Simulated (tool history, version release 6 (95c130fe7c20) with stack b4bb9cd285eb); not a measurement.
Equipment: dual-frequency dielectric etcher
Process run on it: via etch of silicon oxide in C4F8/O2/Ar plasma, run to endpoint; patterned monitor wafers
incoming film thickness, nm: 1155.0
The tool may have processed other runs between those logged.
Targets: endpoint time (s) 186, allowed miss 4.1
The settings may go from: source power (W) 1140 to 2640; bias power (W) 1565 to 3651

run 1 hour=0 | source_power_(W)=1890 bias_power_(W)=2608 | endpoint_time_(s)=208.95
run 2 hour=3.7 | source_power_(W)=2050 bias_power_(W)=2667 | endpoint_time_(s)=200.47
run 3 hour=7.3 | source_power_(W)=1830 bias_power_(W)=2667 | endpoint_time_(s)=209.55
run 4 hour=10.6 | source_power_(W)=1560 bias_power_(W)=2667 | endpoint_time_(s)=222.31
run 5 hour=16.5 | source_power_(W)=1800 bias_power_(W)=2755 | endpoint_time_(s)=205.87
run 6 hour=17.9 | source_power_(W)=1930 bias_power_(W)=2789 | endpoint_time_(s)=201
run 7 hour=26.7 | source_power_(W)=2030 bias_power_(W)=2821 | endpoint_time_(s)=194.94
run 8 hour=28.5 | source_power_(W)=2090 bias_power_(W)=2838 | endpoint_time_(s)=192.85
run 9 hour=35.1 | source_power_(W)=2140 bias_power_(W)=2853 | endpoint_time_(s)=191.72

Below are 5 possible settings for the next run. Only one of them brings all results inside the allowed miss of their targets. Which is it?
run A hour=41.7 | source_power_(W)=2220 bias_power_(W)=3382 | endpoint_time_(s)=?
run B hour=41.7 | source_power_(W)=2480 bias_power_(W)=3057 | endpoint_time_(s)=?
run C hour=41.7 | source_power_(W)=2010 bias_power_(W)=3227 | endpoint_time_(s)=?
run D hour=41.7 | source_power_(W)=2090 bias_power_(W)=2666 | endpoint_time_(s)=?
run E hour=41.7 | source_power_(W)=2010 bias_power_(W)=2574 | endpoint_time_(s)=?

move=A endpoint_time_(s)=176.06
move=B endpoint_time_(s)=175.8
move=C endpoint_time_(s)=186.15
move=D endpoint_time_(s)=198.06
move=E endpoint_time_(s)=203.87
A: takes the biggest miss from the last run beyond its target
B: takes the biggest miss from the last run beyond its target
C: all results land within tolerance of their targets
D: misses by more than the last run did
E: misses by more than the last run did
C is the move that brings every result within its allowed miss.
